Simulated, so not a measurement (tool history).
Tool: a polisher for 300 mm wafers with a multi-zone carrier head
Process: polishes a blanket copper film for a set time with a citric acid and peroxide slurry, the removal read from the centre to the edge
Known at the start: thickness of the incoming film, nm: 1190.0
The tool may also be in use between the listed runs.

run	hour	flow of slurry (ml/min)	pressure of the head's centre zone	pressure of the head's middle zone	pressure of the head's edge zone	abrasive content of the slurry	polishing time (s)	film removed at the wafer's centre (Å)	film removed at mid-radius (Å)	film removed at the wafer's edge (Å)
1	0.0	120	1.00	1.00	1.00	1.00	40	1269.60	1271.80	1263.40
2	4.3	95	1.00	1.00	1.00	1.00	40	1209.50	1223.30	1238.60
3	9.7	95	0.92	1.00	1.00	1.00	40	1112.40	1221.90	1245.30
4	14.7	95	0.92	0.93	1.00	1.00	40	1108.90	1179.70	1248.80
5	15.7	95	0.98	0.93	1.00	1.00	40	1176.50	1141.70	1256.50
6	17.4	95	0.98	0.93	0.93	1.00	40	1170.20	1155.60	1181.10
7	25.5	100	1.02	0.90	0.90	0.85	36	1097.30	1000.00	1049.20
8	29.4	100	1.02	0.90	0.90	0.85	36	1096.40	1000.20	1044.40
9	37.9	105	1.04	0.89	0.87	0.75	33	1025.00	896.25	942.70
10	40.9	105	1.06	0.90	0.85	0.70	31	948.67	825.22	876.90
11	41.9	110	1.10	0.93	0.84	0.65	30	963.85	833.53	802.18

Run 12 has not been measured yet. What should we expect?
12	50.6	100	1.11	0.92	0.83	0.60	30	?	?	?

Run 12 produced film removed at the wafer's centre (Å) 939.02, film removed at mid-radius (Å) 810.88, film removed at the wafer's edge (Å) 800.24.

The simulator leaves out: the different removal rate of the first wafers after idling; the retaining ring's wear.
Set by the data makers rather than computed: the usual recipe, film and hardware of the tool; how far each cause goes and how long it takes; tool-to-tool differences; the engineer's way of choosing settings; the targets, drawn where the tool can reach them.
